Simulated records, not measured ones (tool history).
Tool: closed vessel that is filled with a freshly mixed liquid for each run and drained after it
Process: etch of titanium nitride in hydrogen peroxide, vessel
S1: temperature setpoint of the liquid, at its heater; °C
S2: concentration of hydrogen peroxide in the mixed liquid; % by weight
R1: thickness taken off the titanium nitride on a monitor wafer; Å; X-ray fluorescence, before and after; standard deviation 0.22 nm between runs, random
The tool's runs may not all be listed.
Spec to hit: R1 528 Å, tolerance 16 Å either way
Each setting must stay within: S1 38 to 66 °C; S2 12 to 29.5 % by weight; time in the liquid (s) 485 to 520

{"run": 1, "hour": 0.0, "S1": 54, "S2": 20, "time in the liquid (s)": 485, "R1": 237.39}
{"run": 2, "hour": 4.5, "S1": 58.5, "S2": 20, "time in the liquid (s)": 485, "R1": 322.42}
{"run": 3, "hour": 8.0, "S1": 58.5, "S2": 20, "time in the liquid (s)": 485, "R1": 323.5}
{"run": 4, "hour": 10.6, "S1": 60.5, "S2": 20, "time in the liquid (s)": 485, "R1": 372.95}
{"run": 5, "hour": 17.2, "S1": 61.5, "S2": 20, "time in the liquid (s)": 485, "R1": 400.4}
{"run": 6, "hour": 18.6, "S1": 62.5, "S2": 20, "time in the liquid (s)": 485, "R1": 427.75}
{"run": 7, "hour": 24.1, "S1": 62.5, "S2": 20, "time in the liquid (s)": 485, "R1": 424.34}
{"run": 8, "hour": 27.9, "S1": 63.5, "S2": 20, "time in the liquid (s)": 485, "R1": 453.81}
{"run": 9, "hour": 32.2, "S1": 64, "S2": 20, "time in the liquid (s)": 485, "R1": 473.71}
{"run": 10, "hour": 35.5, "S1": 64.5, "S2": 20, "time in the liquid (s)": 485, "R1": 486.92}
{"run": 11, "hour": 43.4, "S1": 65, "S2": 20, "time in the liquid (s)": 485, "R1": 504.13}

4 candidate next runs follow, results not yet known. Just one meets every target within its allowed miss. Identify it.
{"run": "A", "hour": 51.3, "S1": 64, "S2": 21, "time in the liquid (s)": 500, "R1": "?"}
{"run": "B", "hour": 51.3, "S1": 66, "S2": 17, "time in the liquid (s)": 490, "R1": "?"}
{"run": "C", "hour": 51.3, "S1": 64.5, "S2": 21, "time in the liquid (s)": 485, "R1": "?"}
{"run": "D", "hour": 51.3, "S1": 63, "S2": 20, "time in the liquid (s)": 510, "R1": "?"}

move=A R1=486.81
move=B R1=520.35
move=C R1=488.11
move=D R1=459.73
A: the biggest miss grows against the last run
B: all results in spec
C: the biggest miss grows against the last run
D: the biggest miss grows against the last run
The move that meets every target is B.
